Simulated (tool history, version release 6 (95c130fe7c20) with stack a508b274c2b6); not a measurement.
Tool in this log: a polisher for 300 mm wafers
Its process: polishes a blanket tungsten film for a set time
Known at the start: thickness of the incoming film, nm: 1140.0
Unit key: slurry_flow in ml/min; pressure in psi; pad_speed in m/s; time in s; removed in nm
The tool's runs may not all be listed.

run  hour  slurry_flow  pressure  pad_speed  slurry_solids  time  removed
  1   0.0          265       4.3       0.84            1.0    82   308.27
  2   5.8          325       4.3       0.84            1.0    82   319.00
  3   9.3          330       4.7       0.84            1.0    82   351.75
  4  11.7          330       4.1       0.84            1.0    82   305.48
  5  16.4          330       3.3       0.84            1.0    82   244.75
  6  24.4          335       3.8       0.84            1.0    82   279.37
  7  26.1          350       5.0       0.86            1.0    82   373.38
  8  32.0          350       5.3       0.86            1.0    82   400.86
  9  36.3          350       5.5       0.86            1.0    82   415.94

What will run 10 give?
 10  44.7          350       5.7       0.86            1.0    82        ?

Run 10 yielded removed 422.88 nm.
